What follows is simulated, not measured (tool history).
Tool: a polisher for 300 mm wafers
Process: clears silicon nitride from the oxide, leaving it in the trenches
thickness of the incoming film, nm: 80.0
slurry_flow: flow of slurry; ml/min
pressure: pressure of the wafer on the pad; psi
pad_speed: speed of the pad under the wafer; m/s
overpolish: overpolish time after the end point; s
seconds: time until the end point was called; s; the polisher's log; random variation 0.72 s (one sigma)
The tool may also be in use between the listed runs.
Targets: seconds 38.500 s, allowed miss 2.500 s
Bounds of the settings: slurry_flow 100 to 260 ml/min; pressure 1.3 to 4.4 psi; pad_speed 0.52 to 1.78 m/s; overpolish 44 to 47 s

| run | hour | slurry_flow | pressure | pad_speed | overpolish | seconds |
|---|---|---|---|---|---|---|
| 1 | 0.0 | 165 | 2.8 | 1.14 | 44 | 71.596 |
| 2 | 3.3 | 165 | 3.1 | 1.16 | 44 | 63.945 |
| 3 | 4.6 | 165 | 3.3 | 1.18 | 44 | 59.370 |
| 4 | 10.1 | 165 | 3.3 | 1.18 | 44 | 59.891 |
| 5 | 14.5 | 165 | 3.3 | 1.40 | 44 | 50.941 |
| 6 | 20.8 | 165 | 3.4 | 1.42 | 44 | 48.720 |
| 7 | 27.7 | 165 | 3.5 | 1.42 | 44 | 45.424 |
| 8 | 30.9 | 165 | 3.6 | 1.42 | 44 | 45.237 |
| 9 | 38.4 | 165 | 3.7 | 1.42 | 44 | 46.047 |
| 10 | 46.7 | 165 | 3.8 | 1.44 | 44 | 42.274 |

Which of these 5 next moves meets every target?
| A | 55.0 | 135 | 3.6 | 1.36 | 47 | ? |
| B | 55.0 | 185 | 4.0 | 1.28 | 44 | ? |
| C | 55.0 | 155 | 3.6 | 1.38 | 47 | ? |
| D | 55.0 | 145 | 4.4 | 1.40 | 44 | ? |
| E | 55.0 | 145 | 3.4 | 1.32 | 44 | ? |

| move | seconds |
|---|---|
| A | 49.967 |
| B | 46.049 |
| C | 48.199 |
| D | 40.103 |
| E | 53.490 |
A: further off than the last run
B: further off than the last run
C: further off than the last run
D: meets every target
E: further off than the last run
Answer: D
